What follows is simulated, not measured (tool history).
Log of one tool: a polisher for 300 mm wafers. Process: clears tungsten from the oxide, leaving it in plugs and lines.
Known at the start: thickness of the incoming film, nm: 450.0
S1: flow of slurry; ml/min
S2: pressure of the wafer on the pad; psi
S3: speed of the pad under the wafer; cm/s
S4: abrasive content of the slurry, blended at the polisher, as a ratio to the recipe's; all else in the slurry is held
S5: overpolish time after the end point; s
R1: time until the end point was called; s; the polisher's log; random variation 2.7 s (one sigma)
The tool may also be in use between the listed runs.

run	day	S1	S2	S3	S4	S5	R1
1	0	310	4.6	132	1	13	71.35
2	0.275	310	4.6	118	1	13	82.645
3	0.546	310	4.3	114	1	13	87.872
4	0.754	310	4	108	1	13	100.98
5	1.117	310	3.8	104	1	13	110.75
6	1.338	310	3.8	124	1	13	93.004
7	1.646	310	3.6	118	1	13	102.49
8	1.779	310	3.4	114	1	13	115.56
9	1.871	310	3.2	112	1	13	122.55

Run 10 comes next. What will it give?
10	2.083	310	3.1	110	1	13	?

{"run 10": {"R1": 125.7}}
